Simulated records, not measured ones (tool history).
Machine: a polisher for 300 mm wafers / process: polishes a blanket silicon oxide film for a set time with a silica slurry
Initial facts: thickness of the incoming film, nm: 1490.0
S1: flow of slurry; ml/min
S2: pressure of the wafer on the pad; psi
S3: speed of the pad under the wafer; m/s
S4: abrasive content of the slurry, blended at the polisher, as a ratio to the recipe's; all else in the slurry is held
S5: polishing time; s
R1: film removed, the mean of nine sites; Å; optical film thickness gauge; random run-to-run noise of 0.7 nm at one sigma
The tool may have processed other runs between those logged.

run 1 hour=0 | S1=295 S2=3.5 S3=0.92 S4=1 S5=45 | R1=1059.7
run 2 hour=2.2 | S1=295 S2=3.5 S3=0.92 S4=1.15 S5=45 | R1=1194.8
run 3 hour=4.3 | S1=295 S2=3.5 S3=1.06 S4=1.15 S5=45 | R1=1325.9
run 4 hour=9.2 | S1=265 S2=3.5 S3=1.06 S4=1.15 S5=45 | R1=1280.2
run 5 hour=15.6 | S1=255 S2=2.9 S3=0.96 S4=1.15 S5=45 | R1=1008.1
run 6 hour=21.8 | S1=255 S2=2.9 S3=0.8 S4=1.15 S5=45 | R1=849.72
run 7 hour=23.4 | S1=250 S2=2.5 S3=0.78 S4=1.15 S5=45 | R1=730.42
run 8 hour=24.3 | S1=250 S2=2.2 S3=0.76 S4=1.15 S5=45 | R1=631.09

Expected results for the next run?
run 9 hour=32.5 | S1=250 S2=2.1 S3=0.76 S4=1.15 S5=45 | R1=?

R1: 592.87 Å

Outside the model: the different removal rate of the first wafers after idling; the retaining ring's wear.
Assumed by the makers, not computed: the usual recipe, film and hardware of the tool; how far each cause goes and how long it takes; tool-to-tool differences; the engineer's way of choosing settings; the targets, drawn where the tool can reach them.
